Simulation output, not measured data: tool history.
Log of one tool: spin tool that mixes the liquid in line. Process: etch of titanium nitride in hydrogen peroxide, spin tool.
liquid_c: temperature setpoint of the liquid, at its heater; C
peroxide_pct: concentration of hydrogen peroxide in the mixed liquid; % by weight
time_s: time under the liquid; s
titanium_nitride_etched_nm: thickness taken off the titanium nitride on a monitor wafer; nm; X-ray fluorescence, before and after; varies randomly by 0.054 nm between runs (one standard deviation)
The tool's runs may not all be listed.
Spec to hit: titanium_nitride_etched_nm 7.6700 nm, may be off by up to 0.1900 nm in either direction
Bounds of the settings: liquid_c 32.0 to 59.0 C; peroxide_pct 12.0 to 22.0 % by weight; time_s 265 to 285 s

run  hour  liquid_c  peroxide_pct  time_s  titanium_nitride_etched_nm
  1   0.0      43.0          15.0     265                     11.7900
  2   1.9      41.5          15.0     265                     10.3380
  3   8.0      41.5          15.0     285                     11.2820
  4  16.3      40.0          15.0     285                     10.0470
  5  23.6      39.0          15.0     285                      9.2202
  6  30.4      39.0          15.0     285                      9.2837
  7  35.0      38.5          15.0     285                      8.9268
  8  40.0      38.0          15.0     285                      8.5251

5 next moves are on the table. One of them brings every result within its allowed miss. Which?
  A  45.0      37.0          19.0     265                           ?
  B  45.0      37.5          16.0     280                           ?
  C  45.0      36.0          16.0     280                           ?
  D  45.0      37.5          14.0     285                           ?
  E  45.0      37.5          15.5     275                           ?

move  titanium_nitride_etched_nm
   A                      7.6823
   B                      8.1387
   C                      7.2342
   D                      8.0544
   E                      7.9400
A: every result lands within tolerance
B: nearer than the last run, and not there yet
C: pushes the last run's worst result past its target
D: nearer than the last run, and not there yet
E: nearer than the last run, and not there yet
A is the move that brings every result within its allowed miss.
